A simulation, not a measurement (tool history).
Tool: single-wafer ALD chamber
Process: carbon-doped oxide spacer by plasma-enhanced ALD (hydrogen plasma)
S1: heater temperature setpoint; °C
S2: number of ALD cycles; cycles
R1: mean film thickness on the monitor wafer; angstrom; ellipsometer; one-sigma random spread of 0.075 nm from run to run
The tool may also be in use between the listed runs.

run 1 hour=0 | S1=390 S2=454 | R1=237.74
run 2 hour=6.6 | S1=394 S2=454 | R1=237.7
run 3 hour=9.4 | S1=387 S2=454 | R1=239.72
run 4 hour=17.2 | S1=382 S2=454 | R1=238.04
run 5 hour=21.1 | S1=382 S2=514 | R1=269.8
run 6 hour=25.5 | S1=375 S2=514 | R1=269.95
run 7 hour=33.1 | S1=375 S2=514 | R1=269.29
-- hour=37.3 thermocouple changed; heater temperature recalibrated
run 8 hour=37.3 | S1=375 S2=519 | R1=272.22
run 9 hour=45.8 | S1=375 S2=523 | R1=273.09
run 10 hour=48.4 | S1=375 S2=527 | R1=277.12
run 11 hour=54.5 | S1=375 S2=530 | R1=278.12
run 12 hour=62.3 | S1=375 S2=533 | R1=279.19
run 13 hour=67.8 | S1=375 S2=535 | R1=280.14

For run 14, what comes out?
run 14 hour=75.5 | S1=375 S2=537 | R1=?

{"run 14": {"R1": 282.25}}
